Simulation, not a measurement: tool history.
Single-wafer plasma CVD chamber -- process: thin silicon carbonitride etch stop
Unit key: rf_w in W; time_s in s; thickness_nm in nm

run	hour	rf_w	time_s	thickness_nm
1	0.0	205	18.9	10.680
2	0.6	205	17.7	10.055
3	5.2	210	18.3	10.459
4	9.0	215	18.8	10.852
5	15.7	240	18.8	11.246
6	22.4	245	19.0	11.528

Run 7 is up next; what results do you expect?
7	28.4	250	19.1	?

For run 7 the tool returned thickness_nm 11.688 nm.
